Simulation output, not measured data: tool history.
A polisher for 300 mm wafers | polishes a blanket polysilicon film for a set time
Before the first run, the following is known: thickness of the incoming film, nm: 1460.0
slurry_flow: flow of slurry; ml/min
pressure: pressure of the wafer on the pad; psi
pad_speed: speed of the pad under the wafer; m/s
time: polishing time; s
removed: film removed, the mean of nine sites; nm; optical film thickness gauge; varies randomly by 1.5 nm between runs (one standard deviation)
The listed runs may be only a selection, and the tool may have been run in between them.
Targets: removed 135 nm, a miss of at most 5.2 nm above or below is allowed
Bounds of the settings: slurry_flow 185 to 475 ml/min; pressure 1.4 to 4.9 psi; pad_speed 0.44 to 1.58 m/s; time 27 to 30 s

Run 1, hour 0: slurry_flow 305 ml/min, pressure 3.1 psi, pad_speed 1 m/s, time 30 s. Result: removed 256.75 nm.
Run 2, hour 3.1: slurry_flow 305 ml/min, pressure 3.1 psi, pad_speed 1 m/s, time 27 s. Result: removed 227.39 nm.
Run 3, hour 4.1: slurry_flow 305 ml/min, pressure 3.1 psi, pad_speed 1 m/s, time 27 s. Result: removed 227.21 nm.
Run 4, hour 10.4: slurry_flow 305 ml/min, pressure 3.1 psi, pad_speed 0.82 m/s, time 27 s. Result: removed 191.89 nm.
Run 5, hour 12.2: slurry_flow 305 ml/min, pressure 3.8 psi, pad_speed 0.82 m/s, time 27 s. Result: removed 238.74 nm.
Run 6, hour 17.7: slurry_flow 305 ml/min, pressure 3.8 psi, pad_speed 0.82 m/s, time 27 s. Result: removed 237.8 nm.
Run 7, hour 20.3: slurry_flow 305 ml/min, pressure 3.2 psi, pad_speed 0.8 m/s, time 27 s. Result: removed 195.52 nm.
Run 8, hour 28.3: slurry_flow 305 ml/min, pressure 2.8 psi, pad_speed 0.8 m/s, time 27 s. Result: removed 173.67 nm.
Run 9, hour 35.7: slurry_flow 305 ml/min, pressure 2.5 psi, pad_speed 0.8 m/s, time 27 s. Result: removed 155 nm.
Run 10, hour 42.3: slurry_flow 305 ml/min, pressure 2.4 psi, pad_speed 0.8 m/s, time 27 s. Result: removed 150.86 nm.
Run 11, hour 46.6: slurry_flow 305 ml/min, pressure 2.3 psi, pad_speed 0.8 m/s, time 27 s. Result: removed 142.56 nm.

Which single option among these 5 for the next run brings every result within its allowed miss of target? Just one does.
Run A, hour 50.9: slurry_flow 300 ml/min, pressure 2 psi, pad_speed 0.86 m/s, time 30 s. Result: removed ?.
Run B, hour 50.9: slurry_flow 285 ml/min, pressure 2.5 psi, pad_speed 0.74 m/s, time 29 s. Result: removed ?.
Run C, hour 50.9: slurry_flow 335 ml/min, pressure 2.2 psi, pad_speed 0.8 m/s, time 30 s. Result: removed ?.
Run D, hour 50.9: slurry_flow 270 ml/min, pressure 2.5 psi, pad_speed 0.76 m/s, time 27 s. Result: removed ?.
Run E, hour 50.9: slurry_flow 305 ml/min, pressure 2.4 psi, pad_speed 0.66 m/s, time 29 s. Result: removed ?.

move  removed
   A   147.04
   B    154.7
   C   152.89
   D   146.55
   E   136.28
A: misses by more than the last run did
B: misses by more than the last run did
C: misses by more than the last run did
D: misses by more than the last run did
E: every result within its allowed miss
Answer: E

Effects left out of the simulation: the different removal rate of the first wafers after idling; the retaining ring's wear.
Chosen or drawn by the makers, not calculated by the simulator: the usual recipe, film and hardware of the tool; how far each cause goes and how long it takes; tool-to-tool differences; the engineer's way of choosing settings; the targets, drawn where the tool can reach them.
